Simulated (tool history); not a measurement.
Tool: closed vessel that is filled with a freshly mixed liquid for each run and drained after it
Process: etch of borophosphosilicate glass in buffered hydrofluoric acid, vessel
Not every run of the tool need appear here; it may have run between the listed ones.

| run | day | temperature setpoint of the liquid (C) | parts of 40 % ammonium fluoride to one part of 49 % hydrofluoric acid (parts by volume) | time in the liquid (s) | thickness taken off the borophosphosilicate glass on a monitor wafer (angstrom) |
|---|---|---|---|---|---|
| 1 | 0 | 25 | 15.5 | 105 | 975.8 |
| 2 | 0.371 | 25 | 15.5 | 105 | 985.44 |
| 3 | 0.521 | 22 | 15.5 | 105 | 827.34 |
| 4 | 0.779 | 24 | 15.5 | 105 | 929.52 |
| 5 | 1.117 | 25.5 | 15.5 | 105 | 1008.5 |
| 6 | 1.292 | 26.5 | 15.5 | 105 | 1061.6 |
| 7 | 1.521 | 26.5 | 15.5 | 105 | 1065.9 |
| 8 | 1.604 | 27.5 | 15.5 | 105 | 1121.4 |
| 9 | 1.775 | 28 | 15.5 | 105 | 1154.7 |
| 10 | 1.867 | 28.5 | 15.5 | 105 | 1191.2 |

Expected results for the next run?
| 11 | 2.229 | 29 | 15.5 | 105 | ? |

Run 11 produced thickness taken off the borophosphosilicate glass on a monitor wafer (angstrom) 1220.6.

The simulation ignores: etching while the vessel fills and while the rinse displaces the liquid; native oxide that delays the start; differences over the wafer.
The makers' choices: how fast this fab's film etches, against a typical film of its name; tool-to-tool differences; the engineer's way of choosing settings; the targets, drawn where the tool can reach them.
